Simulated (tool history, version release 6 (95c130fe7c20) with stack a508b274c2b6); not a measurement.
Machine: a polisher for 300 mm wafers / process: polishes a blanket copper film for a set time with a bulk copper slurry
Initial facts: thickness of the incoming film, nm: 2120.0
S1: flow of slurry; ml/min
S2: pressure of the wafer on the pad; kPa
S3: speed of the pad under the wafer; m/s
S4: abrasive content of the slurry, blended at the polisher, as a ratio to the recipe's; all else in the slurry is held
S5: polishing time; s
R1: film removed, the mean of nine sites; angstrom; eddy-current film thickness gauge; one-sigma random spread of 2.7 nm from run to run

run	day	S1	S2	S3	S4	S5	R1
1	0.000	175	21.4	1.42	1.0	20	3270.5
2	0.333	175	21.4	1.42	1.2	20	3373.7
3	0.638	175	15.9	1.42	1.2	20	2585.4
4	0.917	180	16.5	1.42	1.2	20	2713.2
5	1.212	185	17.2	1.42	1.2	20	2770.2
6	1.500	185	17.2	1.42	1.4	20	2915.2
7	1.825	190	17.9	1.42	1.4	20	2998.0

What will run 8 give?
8	2.183	190	18.6	1.42	1.4	20	?

{"run 8": {"R1": 3107.2}}
